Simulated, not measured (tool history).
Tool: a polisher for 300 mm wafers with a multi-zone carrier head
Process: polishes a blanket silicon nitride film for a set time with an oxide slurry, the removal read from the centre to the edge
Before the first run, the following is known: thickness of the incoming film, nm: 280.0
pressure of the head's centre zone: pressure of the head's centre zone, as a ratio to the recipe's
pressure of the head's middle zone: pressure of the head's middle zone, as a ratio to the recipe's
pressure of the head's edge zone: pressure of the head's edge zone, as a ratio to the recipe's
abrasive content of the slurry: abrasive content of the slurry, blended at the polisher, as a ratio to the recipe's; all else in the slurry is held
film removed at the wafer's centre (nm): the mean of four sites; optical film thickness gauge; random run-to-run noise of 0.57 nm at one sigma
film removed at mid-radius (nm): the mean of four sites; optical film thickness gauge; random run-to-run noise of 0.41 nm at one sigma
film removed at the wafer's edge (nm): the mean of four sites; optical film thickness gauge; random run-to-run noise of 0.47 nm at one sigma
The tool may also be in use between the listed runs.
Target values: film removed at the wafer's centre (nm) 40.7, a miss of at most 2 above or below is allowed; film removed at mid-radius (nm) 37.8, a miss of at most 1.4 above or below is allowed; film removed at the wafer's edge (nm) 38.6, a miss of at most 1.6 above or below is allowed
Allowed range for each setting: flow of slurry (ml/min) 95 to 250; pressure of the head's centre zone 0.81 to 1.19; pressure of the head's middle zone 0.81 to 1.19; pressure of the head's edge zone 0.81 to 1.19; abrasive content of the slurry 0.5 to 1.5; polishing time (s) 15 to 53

run  hour  flow of slurry (ml/min)  pressure of the head's centre zone  pressure of the head's middle zone  pressure of the head's edge zone  abrasive content of the slurry  polishing time (s)  film removed at the wafer's centre (nm)  film removed at mid-radius (nm)  film removed at the wafer's edge (nm)
  1     0                      160                                   1                                   1                                 1                               1                  34                                   22.213                           22.639                                 22.474
  2     6                      160                                   1                                   1                              1.08                               1                  34                                   21.697                           23.132                                 23.341
  3   9.6                      170                                1.04                                   1                              1.09                            1.15                  36                                   25.663                           26.072                                 27.287
  4  13.4                      135                                1.04                                   1                              1.09                            1.15                  36                                   23.894                            23.77                                 25.978
  5  17.7                      135                                1.04                                0.95                              1.09                            1.15                  36                                   23.982                           23.096                                 26.187
  6  22.1                      135                                1.04                                0.95                              1.09                             1.3                  36                                    25.13                            24.31                                  27.39
  7  28.2                      155                                1.07                                0.97                               1.1                            1.35                  37                                   28.408                           26.942                                 28.973
  8  33.5                      165                                1.08                                0.98                              1.11                             1.4                  39                                   30.781                           29.741                                 31.156

Which single option among these 4 for the next run brings every result within its allowed miss of target? Just one does.
  A  38.8                      210                                1.04                                1.11                              1.09                            1.35                  44                                        ?                                ?                                      ?
  B  38.8                      145                                1.13                                   1                              1.03                            1.35                  51                                        ?                                ?                                      ?
  C  38.8                      135                                0.92                                0.85                              1.19                             1.5                  53                                        ?                                ?                                      ?
  D  38.8                      160                                1.18                                0.84                              1.13                             1.5                  49                                        ?                                ?                                      ?

move  film removed at the wafer's centre (nm)  film removed at mid-radius (nm)  film removed at the wafer's edge (nm)
   A                                   35.982                           37.384                                 37.072
   B                                   41.004                           36.982                                 39.634
   C                                   35.033                           35.182                                 44.496
   D                                   44.011                            33.85                                 41.707
A: brings the last run's worst result on target, with another outside its allowed miss
B: hits every target within its allowed miss
C: closer than the last run, but not yet in spec
D: closer than the last run, but not yet in spec
So the answer is move B, the one that meets all the targets.
